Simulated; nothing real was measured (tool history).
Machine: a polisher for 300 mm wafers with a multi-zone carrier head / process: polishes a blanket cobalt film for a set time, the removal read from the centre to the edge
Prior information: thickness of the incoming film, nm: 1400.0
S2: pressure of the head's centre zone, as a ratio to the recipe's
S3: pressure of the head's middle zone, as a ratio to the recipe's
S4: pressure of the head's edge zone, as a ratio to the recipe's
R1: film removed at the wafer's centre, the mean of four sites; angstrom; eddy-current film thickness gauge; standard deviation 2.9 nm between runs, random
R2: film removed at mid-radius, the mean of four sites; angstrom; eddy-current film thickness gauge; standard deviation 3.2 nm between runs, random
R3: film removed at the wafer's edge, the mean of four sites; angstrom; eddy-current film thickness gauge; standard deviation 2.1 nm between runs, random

{"run": 1, "hour": 0.0, "flow of slurry (ml/min)": 265, "S2": 1, "S3": 1, "S4": 1, "polishing time (s)": 43, "R1": 3670, "R2": 3715, "R3": 3748.9}
{"run": 2, "hour": 7.3, "flow of slurry (ml/min)": 260, "S2": 1, "S3": 0.98, "S4": 0.98, "polishing time (s)": 41, "R1": 3542.9, "R2": 3533.5, "R3": 3476.7}
{"run": 3, "hour": 11.2, "flow of slurry (ml/min)": 260, "S2": 0.95, "S3": 0.98, "S4": 0.98, "polishing time (s)": 41, "R1": 3386.8, "R2": 3479.4, "R3": 3520.5}
{"run": 4, "hour": 16.5, "flow of slurry (ml/min)": 260, "S2": 0.95, "S3": 1.03, "S4": 0.98, "polishing time (s)": 41, "R1": 3364.1, "R2": 3616.1, "R3": 3525.9}
{"run": 5, "hour": 18.8, "flow of slurry (ml/min)": 255, "S2": 0.94, "S3": 1, "S4": 0.97, "polishing time (s)": 39, "R1": 3096.5, "R2": 3388.2, "R3": 3329.9}
{"run": 6, "hour": 19.6, "flow of slurry (ml/min)": 255, "S2": 0.94, "S3": 1, "S4": 0.97, "polishing time (s)": 30, "R1": 2394.6, "R2": 2616.2, "R3": 2538.5}
{"run": 7, "hour": 27.6, "flow of slurry (ml/min)": 260, "S2": 0.95, "S3": 0.98, "S4": 0.98, "polishing time (s)": 30, "R1": 2480.6, "R2": 2529.9, "R3": 2561.3}
{"run": 8, "hour": 31.6, "flow of slurry (ml/min)": 265, "S2": 0.96, "S3": 0.98, "S4": 0.99, "polishing time (s)": 30, "R1": 2471.4, "R2": 2527.6, "R3": 2579.1}

Expected results for the next run?
{"run": 9, "hour": 33.0, "flow of slurry (ml/min)": 270, "S2": 0.97, "S3": 0.98, "S4": 1, "polishing time (s)": 30, "R1": "?", "R2": "?", "R3": "?"}

R1: 2472.3 angstrom
R2: 2525.4 angstrom
R3: 2640.3 angstrom
